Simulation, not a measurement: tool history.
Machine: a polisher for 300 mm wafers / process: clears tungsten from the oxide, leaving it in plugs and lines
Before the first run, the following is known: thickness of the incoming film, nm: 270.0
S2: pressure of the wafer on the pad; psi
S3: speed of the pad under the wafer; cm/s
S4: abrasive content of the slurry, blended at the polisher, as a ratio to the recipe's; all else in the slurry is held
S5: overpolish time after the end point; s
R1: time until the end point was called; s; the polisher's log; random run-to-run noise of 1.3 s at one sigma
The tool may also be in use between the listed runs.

Run 1, day 0: flow of slurry (ml/min) 135, S2 3.8 psi, S3 94 cm/s, S4 1, S5 6 s. Result: R1 39.835 s.
Run 2, day 0.204: flow of slurry (ml/min) 135, S2 3.4 psi, S3 88 cm/s, S4 1, S5 6 s. Result: R1 48.845 s.
Run 3, day 0.483: flow of slurry (ml/min) 135, S2 3.4 psi, S3 68 cm/s, S4 1, S5 6 s. Result: R1 61.98 s.
Run 4, day 0.538: flow of slurry (ml/min) 135, S2 3.1 psi, S3 68 cm/s, S4 1, S5 6 s. Result: R1 66.946 s.
At day 0.779: head pressure recalibrated.
Run 5, day 0.779: flow of slurry (ml/min) 135, S2 2.8 psi, S3 68 cm/s, S4 1, S5 6 s. Result: R1 78.034 s.
Run 6, day 0.808: flow of slurry (ml/min) 135, S2 2.7 psi, S3 68 cm/s, S4 1, S5 6 s. Result: R1 80.206 s.
Run 7, day 0.904: flow of slurry (ml/min) 135, S2 2.6 psi, S3 68 cm/s, S4 1, S5 6 s. Result: R1 82.838 s.

What will run 8 give?
Run 8, day 1.042: flow of slurry (ml/min) 135, S2 2.5 psi, S3 68 cm/s, S4 1, S5 6 s. Result: R1 ?.

{"run 8": {"R1": 85.222}}

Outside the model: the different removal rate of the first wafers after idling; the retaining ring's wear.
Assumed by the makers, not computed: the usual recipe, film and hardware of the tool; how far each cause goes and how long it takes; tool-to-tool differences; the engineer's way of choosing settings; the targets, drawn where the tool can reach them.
